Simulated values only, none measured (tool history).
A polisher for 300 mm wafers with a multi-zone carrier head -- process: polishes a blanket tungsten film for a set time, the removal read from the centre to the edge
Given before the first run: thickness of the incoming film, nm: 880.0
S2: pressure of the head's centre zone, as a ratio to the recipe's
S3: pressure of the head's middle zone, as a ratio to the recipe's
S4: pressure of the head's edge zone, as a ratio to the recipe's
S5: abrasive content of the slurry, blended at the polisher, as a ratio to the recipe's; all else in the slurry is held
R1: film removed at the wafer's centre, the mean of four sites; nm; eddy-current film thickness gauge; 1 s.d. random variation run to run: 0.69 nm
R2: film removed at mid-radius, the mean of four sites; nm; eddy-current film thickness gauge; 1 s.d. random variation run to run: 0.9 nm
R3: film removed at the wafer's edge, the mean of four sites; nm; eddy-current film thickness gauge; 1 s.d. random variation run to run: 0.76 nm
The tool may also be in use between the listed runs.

run 1 hour=0 | flow_of_slurry_(ml/min)=200 S2=1 S3=1 S4=1 S5=1 polishing_time_(s)=32 | R1=128.29 R2=133.65 R3=130.63
run 2 hour=1.3 | flow_of_slurry_(ml/min)=200 S2=1 S3=1 S4=1.05 S5=1 polishing_time_(s)=32 | R1=128.78 R2=133.39 R3=134.8
run 3 hour=5.6 | flow_of_slurry_(ml/min)=200 S2=1 S3=1 S4=1.05 S5=1 polishing_time_(s)=36 | R1=142.57 R2=151.59 R3=150.7
run 4 hour=8.2 | flow_of_slurry_(ml/min)=200 S2=1 S3=1 S4=1.05 S5=1 polishing_time_(s)=42 | R1=167.54 R2=176.45 R3=178.1
run 5 hour=15.7 | flow_of_slurry_(ml/min)=205 S2=1.01 S3=1.01 S4=1.02 S5=0.95 polishing_time_(s)=38 | R1=150.56 R2=159.41 R3=158.13
run 6 hour=17.7 | flow_of_slurry_(ml/min)=205 S2=1.01 S3=1.01 S4=1.02 S5=1.15 polishing_time_(s)=38 | R1=161.12 R2=166.98 R3=164.13
run 7 hour=25.3 | flow_of_slurry_(ml/min)=205 S2=1.01 S3=1.01 S4=1.02 S5=1.15 polishing_time_(s)=38 | R1=161.7 R2=169.74 R3=161.17
run 8 hour=27.3 | flow_of_slurry_(ml/min)=205 S2=1.03 S3=1.03 S4=0.99 S5=1.05 polishing_time_(s)=34 | R1=141.68 R2=147.96 R3=142.51
run 9 hour=29.9 | flow_of_slurry_(ml/min)=200 S2=1.05 S3=1.05 S4=0.96 S5=1 polishing_time_(s)=31 | R1=130.78 R2=135.14 R3=124.52
run 10 hour=31.3 | flow_of_slurry_(ml/min)=195 S2=1.06 S3=1.06 S4=0.94 S5=0.95 polishing_time_(s)=29 | R1=119.77 R2=125.59 R3=111.57
run 11 hour=34.3 | flow_of_slurry_(ml/min)=185 S2=1.07 S3=1.06 S4=0.92 S5=0.9 polishing_time_(s)=28 | R1=114.03 R2=119.62 R3=104.12
run 12 hour=35.4 | flow_of_slurry_(ml/min)=175 S2=1.07 S3=1.05 S4=0.9 S5=0.85 polishing_time_(s)=27 | R1=106.31 R2=110.31 R3=96.981
run 13 hour=41.4 | flow_of_slurry_(ml/min)=170 S2=1.08 S3=1.05 S4=0.89 S5=0.8 polishing_time_(s)=26 | R1=103.11 R2=103.68 R3=91.824
run 14 hour=47.2 | flow_of_slurry_(ml/min)=170 S2=1.08 S3=1.06 S4=0.88 S5=0.75 polishing_time_(s)=25 | R1=96.139 R2=99.959 R3=87.077
run 15 hour=55.9 | flow_of_slurry_(ml/min)=165 S2=1.09 S3=1.07 S4=0.87 S5=0.7 polishing_time_(s)=25 | R1=95.485 R2=97.755 R3=85.505
run 16 hour=57.7 | flow_of_slurry_(ml/min)=165 S2=1.1 S3=1.08 S4=0.86 S5=0.65 polishing_time_(s)=24 | R1=90.053 R2=92.293 R3=79.499
run 17 hour=60.6 | flow_of_slurry_(ml/min)=165 S2=1.11 S3=1.09 S4=0.85 S5=0.65 polishing_time_(s)=24 | R1=90.534 R2=94.878 R3=79.714
run 18 hour=62.5 | flow_of_slurry_(ml/min)=165 S2=1.12 S3=1.09 S4=0.84 S5=0.65 polishing_time_(s)=24 | R1=91.474 R2=92.69 R3=78.094

For run 19, what comes out?
run 19 hour=70 | flow_of_slurry_(ml/min)=165 S2=1.12 S3=1.1 S4=0.84 S5=0.65 polishing_time_(s)=24 | R1=? R2=? R3=?

R1: 92.655 nm
R2: 93.94 nm
R3: 78.524 nm

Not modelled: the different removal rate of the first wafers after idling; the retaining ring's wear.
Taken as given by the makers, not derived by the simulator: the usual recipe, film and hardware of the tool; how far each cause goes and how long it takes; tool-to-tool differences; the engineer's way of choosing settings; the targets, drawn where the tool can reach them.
